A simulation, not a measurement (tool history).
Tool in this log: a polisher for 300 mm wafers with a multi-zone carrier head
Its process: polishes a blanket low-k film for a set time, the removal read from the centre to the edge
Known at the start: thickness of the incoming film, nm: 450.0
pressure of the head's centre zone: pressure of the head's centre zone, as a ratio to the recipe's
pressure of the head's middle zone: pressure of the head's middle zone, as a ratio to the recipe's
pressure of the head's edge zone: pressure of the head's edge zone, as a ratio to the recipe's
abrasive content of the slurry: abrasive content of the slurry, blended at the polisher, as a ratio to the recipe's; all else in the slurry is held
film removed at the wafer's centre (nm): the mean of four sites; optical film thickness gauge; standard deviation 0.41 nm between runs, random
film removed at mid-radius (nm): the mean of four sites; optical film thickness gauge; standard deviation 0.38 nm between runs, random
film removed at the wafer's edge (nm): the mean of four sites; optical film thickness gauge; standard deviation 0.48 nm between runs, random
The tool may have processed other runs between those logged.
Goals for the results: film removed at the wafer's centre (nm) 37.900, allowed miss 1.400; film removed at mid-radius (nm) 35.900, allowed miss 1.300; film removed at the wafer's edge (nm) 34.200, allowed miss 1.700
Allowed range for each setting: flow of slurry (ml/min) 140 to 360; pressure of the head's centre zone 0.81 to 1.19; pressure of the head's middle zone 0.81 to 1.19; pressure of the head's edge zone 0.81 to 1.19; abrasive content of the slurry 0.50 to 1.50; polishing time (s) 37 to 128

run    day  flow of slurry (ml/min)  pressure of the head's centre zone  pressure of the head's middle zone  pressure of the head's edge zone  abrasive content of the slurry  polishing time (s)  film removed at the wafer's centre (nm)  film removed at mid-radius (nm)  film removed at the wafer's edge (nm)
  1  0.000                      230                                1.00                                1.00                              1.00                            1.00                  82                                   25.354                           24.848                                 24.329
  2  0.179                      230                                1.00                                0.94                              1.00                            1.00                  82                                   25.259                           23.840                                 24.726
  3  0.392                      230                                1.00                                0.94                              1.00                            1.00                  94                                   28.668                           27.042                                 27.764
  4  0.642                      230                                1.00                                0.94                              1.00                            0.90                  94                                   27.987                           25.964                                 26.758
  5  1.008                      230                                1.00                                0.97                              1.00                            0.90                  94                                   28.426                           27.045                                 27.700
  6  1.204                      275                                1.00                                0.97                              1.00                            0.90                  94                                   28.712                           27.400                                 27.344
  7  1.467                      270                                1.03                                1.00                              1.03                            1.00                  95                                   31.567                           29.106                                 29.363
  8  1.717                      270                                1.04                                1.04                              1.05                            1.10                  95                                   32.412                           31.375                                 30.642
  9  1.967                      275                                1.06                                1.06                              1.07                            1.15                  95                                   34.004                           31.897                                 30.712
 10  2.192                      275                                1.06                                1.06                              1.07                            1.15                  95                                   33.609                           31.972                                 31.447
 11  2.462                      280                                1.07                                1.08                              1.08                            1.20                  95                                   34.622                           33.232                                 32.494
 12  2.567                      285                                1.08                                1.09                              1.08                            1.25                  95                                   35.721                           33.973                                 32.651
 13  2.925                      290                                1.09                                1.10                              1.09                            1.30                  95                                   36.765                           34.300                                 33.426
 14  3.025                      295                                1.09                                1.11                              1.09                            1.30                  95                                   37.171                           35.254                                 34.109

Which single option among these 5 for the next run brings every result within its allowed miss of target? Just one does.
  A  3.125                      285                                1.11                                1.13                              1.14                            1.10                 102                                        ?                                ?                                      ?
  B  3.125                      290                                1.09                                1.06                              1.19                            1.45                  91                                        ?                                ?                                      ?
  C  3.125                      290                                1.11                                0.99                              1.15                            1.45                  95                                        ?                                ?                                      ?
  D  3.125                      320                                1.05                                1.00                              1.14                            1.25                  97                                        ?                                ?                                      ?
  E  3.125                      335                                1.03                                1.06                              1.12                            1.15                 100                                        ?                                ?                                      ?

move  film removed at the wafer's centre (nm)  film removed at mid-radius (nm)  film removed at the wafer's edge (nm)
   A                                   37.493                           36.533                                 34.157
   B                                   36.004                           34.076                                 34.167
   C                                   38.250                           33.850                                 35.067
   D                                   35.649                           33.541                                 34.245
   E                                   35.261                           35.250                                 34.124
A: each result inside its tolerance
B: the biggest miss grows against the last run
C: gets the furthest-off result to its target, but another result is out of tolerance
D: the biggest miss grows against the last run
E: the biggest miss grows against the last run
The right move is A.

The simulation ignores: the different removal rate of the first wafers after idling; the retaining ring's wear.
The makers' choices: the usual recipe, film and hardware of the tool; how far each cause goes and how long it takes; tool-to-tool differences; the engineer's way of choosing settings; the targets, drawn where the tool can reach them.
